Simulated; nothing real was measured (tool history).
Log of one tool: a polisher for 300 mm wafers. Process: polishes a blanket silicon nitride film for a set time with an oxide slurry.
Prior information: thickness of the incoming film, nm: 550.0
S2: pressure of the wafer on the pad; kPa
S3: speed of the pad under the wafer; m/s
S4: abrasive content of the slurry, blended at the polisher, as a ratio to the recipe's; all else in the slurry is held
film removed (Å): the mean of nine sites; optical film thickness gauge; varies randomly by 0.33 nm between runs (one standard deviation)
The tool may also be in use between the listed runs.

{"run": 1, "hour": 0.0, "flow of slurry (ml/min)": 260, "S2": 21.4, "S3": 1.4, "S4": 1.0, "polishing time (s)": 30, "film removed (Å)": 189.63}
{"run": 2, "hour": 6.8, "flow of slurry (ml/min)": 260, "S2": 21.4, "S3": 1.4, "S4": 0.8, "polishing time (s)": 30, "film removed (Å)": 173.47}
{"run": 3, "hour": 10.3, "flow of slurry (ml/min)": 230, "S2": 21.4, "S3": 1.4, "S4": 0.8, "polishing time (s)": 30, "film removed (Å)": 172.79}
{"run": 4, "hour": 11.7, "flow of slurry (ml/min)": 230, "S2": 19.3, "S3": 1.4, "S4": 0.8, "polishing time (s)": 30, "film removed (Å)": 155.19}
{"run": 5, "hour": 19.4, "flow of slurry (ml/min)": 230, "S2": 19.3, "S3": 1.4, "S4": 0.8, "polishing time (s)": 30, "film removed (Å)": 153.21}
{"run": 6, "hour": 28.4, "flow of slurry (ml/min)": 230, "S2": 19.3, "S3": 1.4, "S4": 0.8, "polishing time (s)": 27, "film removed (Å)": 136.89}
{"run": 7, "hour": 33.2, "flow of slurry (ml/min)": 230, "S2": 23.4, "S3": 1.42, "S4": 0.8, "polishing time (s)": 27, "film removed (Å)": 168.58}
{"run": 8, "hour": 40.2, "flow of slurry (ml/min)": 245, "S2": 26.9, "S3": 1.44, "S4": 0.8, "polishing time (s)": 27, "film removed (Å)": 196.1}
{"run": 9, "hour": 42.9, "flow of slurry (ml/min)": 250, "S2": 29.0, "S3": 1.48, "S4": 0.8, "polishing time (s)": 27, "film removed (Å)": 222.32}
{"run": 10, "hour": 50.2, "flow of slurry (ml/min)": 255, "S2": 30.3, "S3": 1.5, "S4": 0.8, "polishing time (s)": 27, "film removed (Å)": 228.84}
{"run": 11, "hour": 57.8, "flow of slurry (ml/min)": 255, "S2": 31.7, "S3": 1.56, "S4": 0.8, "polishing time (s)": 27, "film removed (Å)": 250.61}

Run 12 has not been measured yet. What should we expect?
{"run": 12, "hour": 65.1, "flow of slurry (ml/min)": 255, "S2": 32.4, "S3": 1.58, "S4": 0.8, "polishing time (s)": 27, "film removed (Å)": "?"}

film removed (Å): 257.78

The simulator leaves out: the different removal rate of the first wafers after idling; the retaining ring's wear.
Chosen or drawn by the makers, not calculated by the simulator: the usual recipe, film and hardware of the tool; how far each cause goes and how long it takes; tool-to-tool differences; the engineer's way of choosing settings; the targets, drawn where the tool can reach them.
